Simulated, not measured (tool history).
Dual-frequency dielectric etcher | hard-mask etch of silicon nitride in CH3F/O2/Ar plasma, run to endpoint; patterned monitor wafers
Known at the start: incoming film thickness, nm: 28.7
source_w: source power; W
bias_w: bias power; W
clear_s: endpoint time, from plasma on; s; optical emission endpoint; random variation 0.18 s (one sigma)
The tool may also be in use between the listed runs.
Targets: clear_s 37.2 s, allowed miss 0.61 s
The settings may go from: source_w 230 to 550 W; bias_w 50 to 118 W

run 1 day=0 | source_w=390 bias_w=84 | clear_s=39.113
run 2 day=0.179 | source_w=400 bias_w=84 | clear_s=39.153
run 3 day=0.429 | source_w=400 bias_w=74 | clear_s=41.51
run 4 day=0.479 | source_w=370 bias_w=74 | clear_s=42.195
run 5 day=0.625 | source_w=320 bias_w=74 | clear_s=43.138
run 6 day=0.758 | source_w=280 bias_w=74 | clear_s=44.557
run 7 day=1.088 | source_w=330 bias_w=76 | clear_s=42.569
run 8 day=1.304 | source_w=370 bias_w=78 | clear_s=40.969
run 9 day=1.571 | source_w=400 bias_w=79 | clear_s=40.659
run 10 day=1.671 | source_w=420 bias_w=81 | clear_s=39.096
run 11 day=1.75 | source_w=430 bias_w=82 | clear_s=39.097
run 12 day=1.908 | source_w=450 bias_w=83 | clear_s=38.325
run 13 day=1.933 | source_w=460 bias_w=83 | clear_s=37.884
run 14 day=2.042 | source_w=470 bias_w=83 | clear_s=37.957
-- day=2.354 bias power generator calibrated
run 15 day=2.354 | source_w=480 bias_w=83 | clear_s=38.677
run 16 day=2.483 | source_w=480 bias_w=84 | clear_s=38.609
run 17 day=2.629 | source_w=480 bias_w=86 | clear_s=37.996

Which of these 4 next moves meets every target?
run A day=2.775 | source_w=470 bias_w=84 | clear_s=?
run B day=2.775 | source_w=470 bias_w=82 | clear_s=?
run C day=2.775 | source_w=440 bias_w=93 | clear_s=?
run D day=2.775 | source_w=440 bias_w=86 | clear_s=?

move=A clear_s=38.549
move=B clear_s=39.028
move=C clear_s=37.095
move=D clear_s=38.6
A: further off than the last run
B: further off than the last run
C: meets every target
D: further off than the last run
Answer: C
